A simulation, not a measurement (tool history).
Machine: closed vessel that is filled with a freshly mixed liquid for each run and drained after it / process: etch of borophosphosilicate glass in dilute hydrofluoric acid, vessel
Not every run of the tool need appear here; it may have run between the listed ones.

run,day,temperature setpoint of the liquid (°C),parts of water to one part of 49 % hydrofluoric acid (parts by volume),time in the liquid (s),thickness taken off the borophosphosilicate glass on a monitor wafer (Å)
1,0.000,24.0,55,85,1072.80
2,0.129,24.0,55,85,1082.80
3,0.354,24.0,65,85,909.09
4,0.429,20.5,65,85,778.10
5,0.704,22.5,60,85,922.85
6,0.754,22.5,60,95,1039.40
7,1.104,24.0,55,95,1209.40
8,1.317,25.0,50,95,1395.90
9,1.700,26.0,50,95,1452.80
10,2.012,26.0,50,95,1437.00
11,2.075,27.0,50,95,1502.30
12,2.412,28.0,50,95,1578.60
13,2.617,28.5,50,95,1608.50
14,2.696,29.0,50,95,1630.50

What will run 15 give?
15,3.054,29.0,50,95,?

thickness taken off the borophosphosilicate glass on a monitor wafer (Å): 1639.80
